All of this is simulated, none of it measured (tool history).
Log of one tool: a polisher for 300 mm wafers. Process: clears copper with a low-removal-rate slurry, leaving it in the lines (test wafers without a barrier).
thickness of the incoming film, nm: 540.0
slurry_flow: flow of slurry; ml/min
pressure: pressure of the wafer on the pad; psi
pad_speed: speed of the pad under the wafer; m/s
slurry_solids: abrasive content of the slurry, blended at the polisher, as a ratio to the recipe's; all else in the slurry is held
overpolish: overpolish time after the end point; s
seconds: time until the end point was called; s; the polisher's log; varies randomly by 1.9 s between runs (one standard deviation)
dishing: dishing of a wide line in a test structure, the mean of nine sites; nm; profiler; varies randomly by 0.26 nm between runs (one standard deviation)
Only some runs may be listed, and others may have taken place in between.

Run 1, hour 0.0: slurry_flow 295 ml/min, pressure 3.8 psi, pad_speed 1.22 m/s, slurry_solids 1.00, overpolish 23 s. Result: seconds 111.520 s, dishing 47.516 nm.
Run 2, hour 5.6: slurry_flow 295 ml/min, pressure 4.7 psi, pad_speed 1.22 m/s, slurry_solids 1.00, overpolish 23 s. Result: seconds 90.979 s, dishing 55.612 nm.
Run 3, hour 10.2: slurry_flow 295 ml/min, pressure 4.3 psi, pad_speed 1.26 m/s, slurry_solids 1.00, overpolish 21 s. Result: seconds 95.352 s, dishing 51.263 nm.
Run 4, hour 15.1: slurry_flow 295 ml/min, pressure 4.3 psi, pad_speed 1.42 m/s, slurry_solids 1.00, overpolish 21 s. Result: seconds 87.035 s, dishing 53.466 nm.
Run 5, hour 20.2: slurry_flow 285 ml/min, pressure 4.0 psi, pad_speed 1.46 m/s, slurry_solids 0.95, overpolish 19 s. Result: seconds 91.922 s, dishing 49.475 nm.
Run 6, hour 24.1: slurry_flow 285 ml/min, pressure 4.6 psi, pad_speed 1.46 m/s, slurry_solids 0.95, overpolish 19 s. Result: seconds 78.807 s, dishing 53.490 nm.
Run 7, hour 30.7: slurry_flow 280 ml/min, pressure 5.0 psi, pad_speed 1.12 m/s, slurry_solids 0.90, overpolish 8 s. Result: seconds 94.825 s, dishing 25.623 nm.
Run 8, hour 35.8: slurry_flow 280 ml/min, pressure 4.9 psi, pad_speed 1.12 m/s, slurry_solids 0.90, overpolish 8 s. Result: seconds 98.553 s, dishing 25.055 nm.
Run 9, hour 37.9: slurry_flow 280 ml/min, pressure 4.8 psi, pad_speed 1.12 m/s, slurry_solids 0.90, overpolish 8 s. Result: seconds 100.460 s, dishing 24.172 nm.
Run 10, hour 39.9: slurry_flow 280 ml/min, pressure 4.7 psi, pad_speed 1.12 m/s, slurry_solids 0.90, overpolish 8 s. Result: seconds 103.670 s, dishing 24.346 nm.
Run 11, hour 41.6: slurry_flow 275 ml/min, pressure 4.5 psi, pad_speed 1.10 m/s, slurry_solids 0.90, overpolish 7 s. Result: seconds 108.180 s, dishing 20.455 nm.
Run 12, hour 44.5: slurry_flow 280 ml/min, pressure 4.3 psi, pad_speed 1.10 m/s, slurry_solids 0.90, overpolish 9 s. Result: seconds 110.540 s, dishing 23.991 nm.
Run 13, hour 47.6: slurry_flow 275 ml/min, pressure 4.3 psi, pad_speed 1.10 m/s, slurry_solids 0.90, overpolish 9 s. Result: seconds 117.980 s, dishing 23.774 nm.

Run 14 comes next. What will it give?
Run 14, hour 48.5: slurry_flow 280 ml/min, pressure 4.3 psi, pad_speed 1.10 m/s, slurry_solids 0.90, overpolish 9 s. Result: seconds ?, dishing ?.

seconds: 112.820 s
dishing: 24.574 nm
